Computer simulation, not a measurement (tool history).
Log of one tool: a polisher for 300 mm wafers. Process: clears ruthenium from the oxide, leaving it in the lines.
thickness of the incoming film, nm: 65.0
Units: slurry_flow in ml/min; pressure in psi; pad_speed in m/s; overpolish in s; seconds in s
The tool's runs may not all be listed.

| run | hour | slurry_flow | pressure | pad_speed | overpolish | seconds |
|---|---|---|---|---|---|---|
| 1 | 0 | 170 | 1.8 | 0.82 | 31 | 100.28 |
| 2 | 8.9 | 170 | 1.8 | 0.62 | 31 | 131.73 |
| 3 | 10.3 | 165 | 1.7 | 0.62 | 31 | 138.29 |
| 4 | 18.2 | 165 | 2.1 | 0.62 | 31 | 113.4 |
| 5 | 23.7 | 165 | 2 | 0.62 | 31 | 118.79 |
| 6 | 32 | 165 | 2.2 | 0.62 | 31 | 109.27 |
| 7 | 34.8 | 165 | 2.1 | 0.62 | 31 | 115.27 |
| 8 | 41.1 | 165 | 2 | 0.62 | 31 | 121.19 |
| 9 | 44.3 | 165 | 1.9 | 0.62 | 31 | 125.81 |
| 10 | 51.6 | 165 | 1.8 | 0.62 | 31 | 133.79 |
| 11 | 57.6 | 160 | 1.8 | 0.62 | 31 | 129.2 |

Forecast run 12:
| 12 | 60.7 | 165 | 1.8 | 0.62 | 31 | ? |

{"run 12": {"seconds": 132.97}}
